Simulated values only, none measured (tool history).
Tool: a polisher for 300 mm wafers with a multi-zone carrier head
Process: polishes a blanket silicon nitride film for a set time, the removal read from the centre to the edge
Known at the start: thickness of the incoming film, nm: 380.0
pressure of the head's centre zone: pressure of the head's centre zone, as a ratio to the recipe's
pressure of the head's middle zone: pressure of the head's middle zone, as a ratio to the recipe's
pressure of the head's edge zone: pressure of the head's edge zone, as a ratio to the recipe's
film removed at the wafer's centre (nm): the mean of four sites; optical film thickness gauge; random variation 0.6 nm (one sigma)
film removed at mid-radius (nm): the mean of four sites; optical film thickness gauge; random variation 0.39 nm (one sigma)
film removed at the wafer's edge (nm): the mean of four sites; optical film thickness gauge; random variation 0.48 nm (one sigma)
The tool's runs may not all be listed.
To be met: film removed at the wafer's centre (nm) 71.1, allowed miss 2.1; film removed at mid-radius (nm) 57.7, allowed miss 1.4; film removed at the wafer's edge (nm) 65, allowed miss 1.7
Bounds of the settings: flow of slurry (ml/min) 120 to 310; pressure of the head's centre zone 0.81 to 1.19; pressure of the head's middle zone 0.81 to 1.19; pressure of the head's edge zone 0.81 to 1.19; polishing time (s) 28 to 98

| run | day | flow of slurry (ml/min) | pressure of the head's centre zone | pressure of the head's middle zone | pressure of the head's edge zone | polishing time (s) | film removed at the wafer's centre (nm) | film removed at mid-radius (nm) | film removed at the wafer's edge (nm) |
|---|---|---|---|---|---|---|---|---|---|
| 1 | 0 | 200 | 1 | 1 | 1 | 63 | 77.099 | 76.117 | 74.828 |
| 2 | 0.362 | 190 | 1 | 0.97 | 0.99 | 62 | 75.418 | 72.401 | 73.654 |
| 3 | 0.521 | 185 | 1 | 0.95 | 0.97 | 61 | 74.614 | 69.629 | 71.179 |
| 4 | 0.596 | 180 | 1 | 0.93 | 0.96 | 61 | 73.629 | 68.233 | 71.763 |
| 5 | 0.821 | 220 | 1 | 0.93 | 0.96 | 61 | 75.099 | 70.354 | 72.331 |
| 6 | 0.917 | 255 | 1 | 0.93 | 0.96 | 61 | 78.205 | 71.188 | 73.571 |
| 7 | 1.125 | 245 | 1 | 0.91 | 0.95 | 60 | 75.534 | 68.619 | 72.233 |
| 8 | 1.262 | 190 | 1.08 | 0.81 | 0.85 | 57 | 72.097 | 57.951 | 63.611 |
| 9 | 1.521 | 190 | 1.08 | 0.81 | 0.86 | 57 | 72.595 | 56.96 | 62.861 |

Which of these 5 next moves meets every target?
| A | 1.779 | 160 | 1.17 | 0.81 | 0.88 | 57 | ? | ? | ? |
| B | 1.779 | 170 | 1.13 | 0.83 | 0.91 | 57 | ? | ? | ? |
| C | 1.779 | 160 | 1.05 | 0.82 | 0.89 | 59 | ? | ? | ? |
| D | 1.779 | 240 | 1.01 | 0.82 | 0.91 | 52 | ? | ? | ? |
| E | 1.779 | 190 | 1.17 | 0.83 | 0.82 | 55 | ? | ? | ? |

| move | film removed at the wafer's centre (nm) | film removed at mid-radius (nm) | film removed at the wafer's edge (nm) |
|---|---|---|---|
| A | 75.673 | 54.8 | 62.6 |
| B | 74.685 | 56.595 | 64.073 |
| C | 72.081 | 57.319 | 65.107 |
| D | 66.49 | 54.04 | 60.902 |
| E | 75.725 | 55.723 | 60.005 |
A: further off than the last run
B: brings the result that was furthest off to its target, and leaves another outside
C: meets every target
D: further off than the last run
E: further off than the last run
The right move is C.

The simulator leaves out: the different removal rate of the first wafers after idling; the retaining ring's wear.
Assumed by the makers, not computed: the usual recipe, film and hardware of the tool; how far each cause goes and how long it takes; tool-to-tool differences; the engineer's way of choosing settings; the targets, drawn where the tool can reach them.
